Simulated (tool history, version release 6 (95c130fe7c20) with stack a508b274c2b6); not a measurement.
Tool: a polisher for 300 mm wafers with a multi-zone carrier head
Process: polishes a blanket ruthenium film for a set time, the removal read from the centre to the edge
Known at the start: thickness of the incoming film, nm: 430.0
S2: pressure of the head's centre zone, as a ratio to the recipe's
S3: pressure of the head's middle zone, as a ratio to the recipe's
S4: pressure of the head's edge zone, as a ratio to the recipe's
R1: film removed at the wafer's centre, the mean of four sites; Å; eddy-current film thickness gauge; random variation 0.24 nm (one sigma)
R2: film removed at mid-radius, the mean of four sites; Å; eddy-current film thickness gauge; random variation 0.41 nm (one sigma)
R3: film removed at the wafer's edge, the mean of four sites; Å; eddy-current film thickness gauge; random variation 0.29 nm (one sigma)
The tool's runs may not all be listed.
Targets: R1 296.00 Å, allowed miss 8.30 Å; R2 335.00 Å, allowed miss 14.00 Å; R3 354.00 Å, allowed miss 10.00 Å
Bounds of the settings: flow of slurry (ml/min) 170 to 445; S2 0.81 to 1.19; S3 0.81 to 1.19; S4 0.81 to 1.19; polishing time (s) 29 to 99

Run 1, hour 0.0: flow of slurry (ml/min) 285, S2 1.00, S3 1.00, S4 1.00, polishing time (s) 64. Result: R1 528.05 Å, R2 505.41 Å, R3 505.92 Å.
Run 2, hour 6.0: flow of slurry (ml/min) 280, S2 0.98, S3 0.99, S4 1.00, polishing time (s) 61. Result: R1 495.02 Å, R2 477.11 Å, R3 474.23 Å.
Run 3, hour 9.9: flow of slurry (ml/min) 280, S2 0.98, S3 0.99, S4 1.05, polishing time (s) 61. Result: R1 489.86 Å, R2 490.80 Å, R3 478.49 Å.
Run 4, hour 12.3: flow of slurry (ml/min) 280, S2 0.98, S3 0.99, S4 0.98, polishing time (s) 61. Result: R1 496.43 Å, R2 480.26 Å, R3 479.73 Å.
Run 5, hour 21.1: flow of slurry (ml/min) 320, S2 0.98, S3 0.99, S4 0.98, polishing time (s) 61. Result: R1 506.57 Å, R2 487.68 Å, R3 485.98 Å.
Run 6, hour 28.5: flow of slurry (ml/min) 305, S2 0.96, S3 0.97, S4 1.00, polishing time (s) 59. Result: R1 473.55 Å, R2 472.59 Å, R3 470.23 Å.
Run 7, hour 34.5: flow of slurry (ml/min) 275, S2 0.86, S3 0.87, S4 1.04, polishing time (s) 41. Result: R1 285.40 Å, R2 290.60 Å, R3 327.48 Å.
Run 8, hour 42.6: flow of slurry (ml/min) 285, S2 0.86, S3 0.88, S4 1.05, polishing time (s) 41. Result: R1 286.91 Å, R2 295.22 Å, R3 332.91 Å.
At hour 44.0: worn pad replaced by a new one.
Run 9, hour 44.0: flow of slurry (ml/min) 295, S2 0.86, S3 0.89, S4 1.05, polishing time (s) 41. Result: R1 332.38 Å, R2 335.91 Å, R3 367.02 Å.
Run 10, hour 48.3: flow of slurry (ml/min) 290, S2 0.85, S3 0.89, S4 1.05, polishing time (s) 41. Result: R1 323.50 Å, R2 327.95 Å, R3 370.30 Å.
Run 11, hour 50.9: flow of slurry (ml/min) 285, S2 0.85, S3 0.89, S4 1.04, polishing time (s) 41. Result: R1 320.61 Å, R2 333.30 Å, R3 366.40 Å.
Run 12, hour 51.8: flow of slurry (ml/min) 280, S2 0.85, S3 0.89, S4 1.03, polishing time (s) 41. Result: R1 322.38 Å, R2 331.23 Å, R3 368.46 Å.
Run 13, hour 55.9: flow of slurry (ml/min) 280, S2 0.85, S3 0.89, S4 1.03, polishing time (s) 41. Result: R1 320.98 Å, R2 331.87 Å, R3 366.58 Å.
Run 14, hour 62.7: flow of slurry (ml/min) 275, S2 0.85, S3 0.89, S4 1.03, polishing time (s) 40. Result: R1 311.40 Å, R2 312.76 Å, R3 355.60 Å.
Run 15, hour 71.4: flow of slurry (ml/min) 275, S2 0.81, S3 0.99, S4 1.04, polishing time (s) 40. Result: R1 295.23 Å, R2 354.01 Å, R3 351.89 Å.
Run 16, hour 72.6: flow of slurry (ml/min) 275, S2 0.81, S3 0.98, S4 1.04, polishing time (s) 40. Result: R1 300.40 Å, R2 353.71 Å, R3 359.40 Å.

4 next moves are on the table. One of them brings every result within its allowed miss. Which?
Run A, hour 73.8: flow of slurry (ml/min) 310, S2 0.83, S3 1.07, S4 1.06, polishing time (s) 38. Result: R1 ?, R2 ?, R3 ?.
Run B, hour 73.8: flow of slurry (ml/min) 270, S2 0.83, S3 1.04, S4 1.02, polishing time (s) 40. Result: R1 ?, R2 ?, R3 ?.
Run C, hour 73.8: flow of slurry (ml/min) 170, S2 0.83, S3 0.96, S4 1.04, polishing time (s) 42. Result: R1 ?, R2 ?, R3 ?.
Run D, hour 73.8: flow of slurry (ml/min) 320, S2 0.83, S3 1.13, S4 0.99, polishing time (s) 40. Result: R1 ?, R2 ?, R3 ?.

move      R1      R2      R3
   A  296.58  364.96  345.07
   B  307.40  369.86  354.84
   C  301.04  341.13  358.60
   D  313.33  403.74  355.32
A: further off than the last run
B: further off than the last run
C: meets every target
D: further off than the last run
The right move is C.
